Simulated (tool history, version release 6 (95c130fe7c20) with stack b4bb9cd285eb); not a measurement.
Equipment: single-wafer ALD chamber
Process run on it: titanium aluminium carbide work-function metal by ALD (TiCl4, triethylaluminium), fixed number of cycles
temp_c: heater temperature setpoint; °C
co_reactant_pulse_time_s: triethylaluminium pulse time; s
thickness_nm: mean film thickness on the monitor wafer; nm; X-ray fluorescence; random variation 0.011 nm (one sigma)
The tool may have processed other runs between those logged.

Run 1, hour 0: temp_c 285 °C, co_reactant_pulse_time_s 13.68 s. Result: thickness_nm 1.885 nm.
Run 2, hour 7: temp_c 291 °C, co_reactant_pulse_time_s 13.68 s. Result: thickness_nm 1.9366 nm.
Run 3, hour 12.1: temp_c 294 °C, co_reactant_pulse_time_s 13.97 s. Result: thickness_nm 1.9684 nm.
Run 4, hour 15.9: temp_c 296 °C, co_reactant_pulse_time_s 14.18 s. Result: thickness_nm 1.967 nm.
Run 5, hour 21.2: temp_c 296 °C, co_reactant_pulse_time_s 15.77 s. Result: thickness_nm 2.0066 nm.
Run 6, hour 27.9: temp_c 296 °C, co_reactant_pulse_time_s 19.24 s. Result: thickness_nm 2.0063 nm.

Estimate the outcome of run 7 from the log above:
Run 7, hour 34: temp_c 298 °C, co_reactant_pulse_time_s 19.34 s. Result: thickness_nm ?.

thickness_nm: 2.0112 nm

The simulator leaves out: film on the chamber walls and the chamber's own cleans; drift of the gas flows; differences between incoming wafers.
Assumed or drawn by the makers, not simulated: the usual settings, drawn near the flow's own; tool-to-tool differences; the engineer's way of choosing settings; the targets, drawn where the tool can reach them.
